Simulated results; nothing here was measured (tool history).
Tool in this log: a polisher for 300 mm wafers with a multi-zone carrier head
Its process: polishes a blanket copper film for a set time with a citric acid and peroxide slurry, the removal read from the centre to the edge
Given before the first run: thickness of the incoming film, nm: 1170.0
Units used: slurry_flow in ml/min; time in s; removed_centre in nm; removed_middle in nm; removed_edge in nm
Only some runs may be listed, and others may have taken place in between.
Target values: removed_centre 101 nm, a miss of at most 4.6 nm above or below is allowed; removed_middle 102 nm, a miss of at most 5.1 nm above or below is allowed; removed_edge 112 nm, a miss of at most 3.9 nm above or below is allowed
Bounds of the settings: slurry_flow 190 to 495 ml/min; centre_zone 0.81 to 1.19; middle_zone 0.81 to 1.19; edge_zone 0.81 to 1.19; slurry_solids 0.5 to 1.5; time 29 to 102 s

| run | hour | slurry_flow | centre_zone | middle_zone | edge_zone | slurry_solids | time | removed_centre | removed_middle | removed_edge |
|---|---|---|---|---|---|---|---|---|---|---|
| 1 | 0 | 320 | 1 | 1 | 1 | 1 | 65 | 192.95 | 207.13 | 204.03 |
| 2 | 1.9 | 315 | 0.98 | 0.96 | 0.98 | 0.85 | 56 | 154.12 | 160.38 | 162.06 |
| 3 | 3.4 | 315 | 0.98 | 0.96 | 0.95 | 0.85 | 56 | 156.73 | 163.1 | 162.79 |
| 4 | 7 | 270 | 0.98 | 0.96 | 0.95 | 0.85 | 56 | 156.18 | 164.49 | 158.02 |
| 5 | 8 | 280 | 0.95 | 0.93 | 0.96 | 0.75 | 52 | 133.95 | 141.49 | 144.92 |
| 6 | 9.5 | 280 | 0.95 | 0.93 | 0.96 | 0.95 | 52 | 145.2 | 150.09 | 154.48 |
| 7 | 10.9 | 280 | 0.94 | 0.9 | 0.95 | 0.8 | 49 | 125.62 | 132.69 | 136.09 |
| 8 | 15 | 285 | 0.94 | 0.88 | 0.96 | 0.7 | 47 | 114.74 | 119.43 | 125.74 |
| 9 | 20.4 | 285 | 0.94 | 0.86 | 0.96 | 0.65 | 47 | 111.49 | 112.9 | 122.99 |
| 10 | 22 | 285 | 0.9 | 0.82 | 0.87 | 0.5 | 46 | 94.488 | 94.593 | 101.6 |
| 11 | 25.5 | 285 | 0.91 | 0.83 | 0.9 | 0.5 | 46 | 94.341 | 94.787 | 103.76 |
| 12 | 27 | 285 | 0.92 | 0.84 | 0.92 | 0.5 | 46 | 97.061 | 97.254 | 104.94 |
| 13 | 30.9 | 285 | 0.92 | 0.84 | 0.94 | 0.5 | 46 | 94.836 | 96.11 | 106.53 |
| 14 | 36.5 | 285 | 0.93 | 0.85 | 0.95 | 0.5 | 46 | 94.988 | 96.733 | 106.34 |
| 15 | 39.9 | 285 | 0.94 | 0.86 | 0.96 | 0.5 | 46 | 98.732 | 96.302 | 107.13 |
| 16 | 48.4 | 285 | 0.94 | 0.87 | 0.97 | 0.5 | 46 | 97.925 | 97.819 | 107.73 |
| 17 | 52.8 | 285 | 0.94 | 0.88 | 0.98 | 0.5 | 46 | 96.49 | 98.484 | 105.79 |

Of the 5 settings listed for the next run, only one would bring every result within its allowed miss of target. Which one?
| A | 57.2 | 220 | 0.89 | 0.96 | 0.91 | 0.5 | 44 | ? | ? | ? |
| B | 57.2 | 190 | 0.93 | 0.87 | 0.92 | 0.5 | 47 | ? | ? | ? |
| C | 57.2 | 350 | 0.97 | 0.9 | 1.06 | 0.55 | 43 | ? | ? | ? |
| D | 57.2 | 235 | 0.95 | 0.83 | 0.87 | 0.55 | 44 | ? | ? | ? |
| E | 57.2 | 370 | 0.96 | 0.82 | 0.98 | 0.5 | 44 | ? | ? | ? |

| move | removed_centre | removed_middle | removed_edge |
|---|---|---|---|
| A | 87.242 | 102.59 | 98.812 |
| B | 95.507 | 99.383 | 104.98 |
| C | 101.65 | 103.7 | 112.45 |
| D | 98.088 | 95.964 | 102.19 |
| E | 98.584 | 94.126 | 106.06 |
A: misses by more than the last run did
B: misses by more than the last run did
C: hits every target within its allowed miss
D: misses by more than the last run did
E: neither nearer nor further off than the last run
C meets every target.
